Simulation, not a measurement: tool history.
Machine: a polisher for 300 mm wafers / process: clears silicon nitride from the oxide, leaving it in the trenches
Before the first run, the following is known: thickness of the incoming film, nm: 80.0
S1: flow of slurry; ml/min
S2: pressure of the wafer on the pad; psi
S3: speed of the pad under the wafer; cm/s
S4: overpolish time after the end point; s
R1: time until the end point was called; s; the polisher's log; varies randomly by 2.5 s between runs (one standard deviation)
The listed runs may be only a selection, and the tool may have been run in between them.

{"run": 1, "hour": 0.0, "S1": 205, "S2": 2.1, "S3": 82, "S4": 16, "R1": 136.93}
{"run": 2, "hour": 1.0, "S1": 205, "S2": 1.9, "S3": 82, "S4": 16, "R1": 148.87}
{"run": 3, "hour": 3.0, "S1": 205, "S2": 2.3, "S3": 82, "S4": 16, "R1": 122.14}
{"run": 4, "hour": 8.9, "S1": 205, "S2": 2.0, "S3": 82, "S4": 16, "R1": 143.36}
{"run": 5, "hour": 15.4, "S1": 205, "S2": 1.8, "S3": 82, "S4": 16, "R1": 156.54}
{"run": 6, "hour": 16.6, "S1": 205, "S2": 1.6, "S3": 80, "S4": 16, "R1": 177.58}
{"run": 7, "hour": 23.8, "S1": 205, "S2": 1.5, "S3": 80, "S4": 16, "R1": 191.12}

Run 8 is up next; what results do you expect?
{"run": 8, "hour": 25.1, "S1": 205, "S2": 1.5, "S3": 80, "S4": 16, "R1": "?"}

R1: 190.80 s
